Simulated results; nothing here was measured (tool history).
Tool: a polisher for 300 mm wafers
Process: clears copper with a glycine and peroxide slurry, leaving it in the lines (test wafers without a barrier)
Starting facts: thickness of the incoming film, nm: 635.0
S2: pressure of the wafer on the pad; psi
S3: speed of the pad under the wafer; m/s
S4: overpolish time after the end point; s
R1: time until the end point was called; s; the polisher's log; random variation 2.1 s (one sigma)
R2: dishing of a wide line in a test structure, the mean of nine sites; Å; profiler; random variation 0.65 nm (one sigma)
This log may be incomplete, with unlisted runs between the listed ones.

run 1 hour=0 | flow_of_slurry_(ml/min)=190 S2=2.8 S3=1.08 S4=16 | R1=99.517 R2=685.16
run 2 hour=4.9 | flow_of_slurry_(ml/min)=190 S2=3.2 S3=1.08 S4=16 | R1=88.4 R2=726.21
run 3 hour=8.5 | flow_of_slurry_(ml/min)=185 S2=3.1 S3=1 S4=13 | R1=96.527 R2=549.65
run 4 hour=15.3 | flow_of_slurry_(ml/min)=185 S2=2.5 S3=1 S4=13 | R1=114.6 R2=475.33
run 5 hour=20.5 | flow_of_slurry_(ml/min)=185 S2=2.5 S3=1.12 S4=13 | R1=104.14 R2=528.35
run 6 hour=25.2 | flow_of_slurry_(ml/min)=185 S2=2.3 S3=1.1 S4=11 | R1=112.89 R2=414.64
run 7 hour=32.1 | flow_of_slurry_(ml/min)=185 S2=2.2 S3=1.1 S4=10 | R1=117.04 R2=368.97

Run 8, settings as shown, results not yet in. Your forecast:
run 8 hour=34.8 | flow_of_slurry_(ml/min)=185 S2=2.1 S3=1.1 S4=9 | R1=? R2=?

{"run 8": {"R1": 121.02, "R2": 315.01}}
